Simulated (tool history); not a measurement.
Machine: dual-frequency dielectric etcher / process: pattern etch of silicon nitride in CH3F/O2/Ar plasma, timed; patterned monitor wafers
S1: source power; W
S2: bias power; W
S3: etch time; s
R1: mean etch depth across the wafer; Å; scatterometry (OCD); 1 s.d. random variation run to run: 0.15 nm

{"run": 1, "day": 0.0, "S1": 360, "S2": 82, "S3": 48.5, "R1": 356.51}
{"run": 2, "day": 0.312, "S1": 360, "S2": 94, "S3": 48.5, "R1": 378.69}
{"run": 3, "day": 0.392, "S1": 360, "S2": 101, "S3": 48.5, "R1": 393.75}
{"run": 4, "day": 0.542, "S1": 330, "S2": 92, "S3": 48.5, "R1": 363.9}
{"run": 5, "day": 0.654, "S1": 330, "S2": 92, "S3": 48.5, "R1": 360.15}
{"run": 6, "day": 0.804, "S1": 270, "S2": 92, "S3": 48.5, "R1": 331.07}
{"run": 7, "day": 1.012, "S1": 260, "S2": 87, "S3": 48.5, "R1": 316.58}
{"run": 8, "day": 1.2, "S1": 260, "S2": 87, "S3": 48.5, "R1": 321.24}

Run 9 has not been measured yet. What should we expect?
{"run": 9, "day": 1.475, "S1": 250, "S2": 82, "S3": 48.5, "R1": "?"}

{"run 9": {"R1": 304.87}}

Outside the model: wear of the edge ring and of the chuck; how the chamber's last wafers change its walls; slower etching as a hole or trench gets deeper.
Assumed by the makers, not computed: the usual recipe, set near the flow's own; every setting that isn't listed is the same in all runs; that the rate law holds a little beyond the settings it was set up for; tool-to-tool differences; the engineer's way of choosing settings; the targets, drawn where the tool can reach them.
